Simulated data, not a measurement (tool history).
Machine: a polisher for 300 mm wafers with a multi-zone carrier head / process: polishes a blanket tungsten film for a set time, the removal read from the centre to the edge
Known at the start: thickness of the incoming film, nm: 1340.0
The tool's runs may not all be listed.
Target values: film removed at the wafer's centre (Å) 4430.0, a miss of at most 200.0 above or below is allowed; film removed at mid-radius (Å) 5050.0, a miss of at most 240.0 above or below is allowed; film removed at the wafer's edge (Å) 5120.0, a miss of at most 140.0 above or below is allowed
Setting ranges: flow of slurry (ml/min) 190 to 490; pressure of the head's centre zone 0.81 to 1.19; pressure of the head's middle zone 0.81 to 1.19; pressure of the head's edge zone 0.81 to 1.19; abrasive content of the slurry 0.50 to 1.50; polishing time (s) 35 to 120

| run | hour | flow of slurry (ml/min) | pressure of the head's centre zone | pressure of the head's middle zone | pressure of the head's edge zone | abrasive content of the slurry | polishing time (s) | film removed at the wafer's centre (Å) | film removed at mid-radius (Å) | film removed at the wafer's edge (Å) |
|---|---|---|---|---|---|---|---|---|---|---|
| 1 | 0.0 | 315 | 1.00 | 1.00 | 1.00 | 1.00 | 77 | 5894.0 | 5462.1 | 5480.0 |
| 2 | 2.6 | 315 | 1.00 | 1.00 | 0.94 | 1.00 | 77 | 5895.4 | 5415.4 | 5363.0 |
| 3 | 5.5 | 315 | 1.05 | 1.00 | 0.94 | 1.00 | 77 | 6057.2 | 5487.4 | 5382.1 |
| 4 | 13.6 | 315 | 1.05 | 1.00 | 0.97 | 1.00 | 77 | 5905.6 | 5463.4 | 5462.1 |
| 5 | 16.5 | 315 | 1.05 | 1.06 | 0.97 | 1.00 | 77 | 6058.0 | 5796.7 | 5506.0 |
| 6 | 24.7 | 300 | 1.01 | 1.07 | 1.01 | 0.95 | 76 | 5596.9 | 5667.3 | 5386.2 |
| 7 | 28.4 | 285 | 0.98 | 1.06 | 1.03 | 0.90 | 76 | 5359.4 | 5478.2 | 5285.7 |
| 8 | 31.7 | 275 | 0.95 | 1.06 | 1.05 | 0.90 | 76 | 5438.1 | 5460.2 | 5454.8 |
| 9 | 36.0 | 365 | 0.85 | 1.11 | 1.08 | 0.65 | 72 | 4372.7 | 4979.7 | 4844.9 |

Of the 5 settings listed for the next run, only one would bring every result within its allowed miss of target. Which one?
| A | 40.3 | 385 | 0.83 | 1.13 | 1.11 | 0.65 | 70 | ? | ? | ? |
| B | 40.3 | 340 | 0.82 | 1.13 | 1.04 | 0.80 | 65 | ? | ? | ? |
| C | 40.3 | 295 | 0.94 | 1.11 | 1.05 | 0.65 | 70 | ? | ? | ? |
| D | 40.3 | 270 | 0.81 | 1.05 | 1.09 | 0.55 | 81 | ? | ? | ? |
| E | 40.3 | 335 | 0.91 | 1.08 | 0.98 | 0.60 | 74 | ? | ? | ? |

| move | film removed at the wafer's centre (Å) | film removed at mid-radius (Å) | film removed at the wafer's edge (Å) |
|---|---|---|---|
| A | 4264.3 | 4930.7 | 4778.9 |
| B | 4123.0 | 4807.2 | 4517.4 |
| C | 4522.2 | 4770.2 | 4587.0 |
| D | 4519.9 | 4997.0 | 5143.3 |
| E | 4623.3 | 4861.3 | 4619.1 |
A: the biggest miss grows against the last run
B: the biggest miss grows against the last run
C: the biggest miss grows against the last run
D: meets every target
E: the biggest miss grows against the last run
D is the move that brings every result within its allowed miss.
